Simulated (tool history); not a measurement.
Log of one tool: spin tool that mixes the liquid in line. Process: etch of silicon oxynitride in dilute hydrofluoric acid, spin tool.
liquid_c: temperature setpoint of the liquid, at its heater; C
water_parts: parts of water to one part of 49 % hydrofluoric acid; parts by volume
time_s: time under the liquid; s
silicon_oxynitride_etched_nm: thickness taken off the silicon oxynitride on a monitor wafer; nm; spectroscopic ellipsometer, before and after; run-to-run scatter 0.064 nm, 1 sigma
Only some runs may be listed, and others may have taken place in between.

run  hour  liquid_c  water_parts  time_s  silicon_oxynitride_etched_nm
  1   0.0      21.0           95     275                        11.577
  2   6.5      21.0           95     295                        12.384
  3  14.2      22.5           95     295                        13.271
  4  16.1      21.0           95     295                        12.361
  5  22.0      20.0           95     295                        11.708
  6  27.1      21.5           95     295                        12.645

Run 7, settings as shown, results not yet in. Your forecast:
  7  34.0      20.5           95     295                             ?

{"run 7": {"silicon_oxynitride_etched_nm": 12.198}}

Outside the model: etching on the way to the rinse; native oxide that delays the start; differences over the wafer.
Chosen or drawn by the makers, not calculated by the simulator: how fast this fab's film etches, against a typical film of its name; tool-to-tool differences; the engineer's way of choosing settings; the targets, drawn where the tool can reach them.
